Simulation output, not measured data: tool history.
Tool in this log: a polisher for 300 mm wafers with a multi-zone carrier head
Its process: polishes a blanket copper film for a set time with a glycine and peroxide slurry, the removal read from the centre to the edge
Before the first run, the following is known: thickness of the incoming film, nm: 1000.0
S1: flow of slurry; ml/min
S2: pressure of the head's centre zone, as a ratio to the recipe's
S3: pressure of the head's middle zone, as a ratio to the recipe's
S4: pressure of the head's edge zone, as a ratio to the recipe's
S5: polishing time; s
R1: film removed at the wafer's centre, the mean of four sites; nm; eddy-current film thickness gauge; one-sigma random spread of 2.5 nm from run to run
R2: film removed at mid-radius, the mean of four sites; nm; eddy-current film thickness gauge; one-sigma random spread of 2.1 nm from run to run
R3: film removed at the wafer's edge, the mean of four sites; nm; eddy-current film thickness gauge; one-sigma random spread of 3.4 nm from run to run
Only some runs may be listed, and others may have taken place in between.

| run | day | S1 | S2 | S3 | S4 | S5 | R1 | R2 | R3 |
|---|---|---|---|---|---|---|---|---|---|
| 1 | 0 | 300 | 1 | 1 | 1 | 54 | 256.27 | 259.34 | 263.81 |
| 2 | 0.292 | 300 | 1 | 0.92 | 1 | 54 | 258.82 | 243.2 | 263.57 |
| 3 | 0.6 | 300 | 0.98 | 0.92 | 0.98 | 53 | 249.78 | 237.47 | 262.67 |
| 4 | 0.888 | 300 | 0.98 | 0.92 | 1.05 | 53 | 251.55 | 241.04 | 266.8 |
| 5 | 0.996 | 300 | 0.97 | 0.94 | 1.03 | 52 | 246.82 | 241.01 | 254.57 |
| 6 | 1.275 | 295 | 0.95 | 0.94 | 1.03 | 51 | 233.11 | 236.49 | 247.95 |
| 7 | 1.358 | 290 | 0.94 | 0.94 | 1.02 | 51 | 227.36 | 229.61 | 248.48 |

Run 8, settings as shown, results not yet in. Your forecast:
| 8 | 1.442 | 290 | 0.94 | 0.95 | 1.01 | 50 | ? | ? | ? |

Logged for run 8: R1 224.43 nm, R2 234.99 nm, R3 243.25 nm.
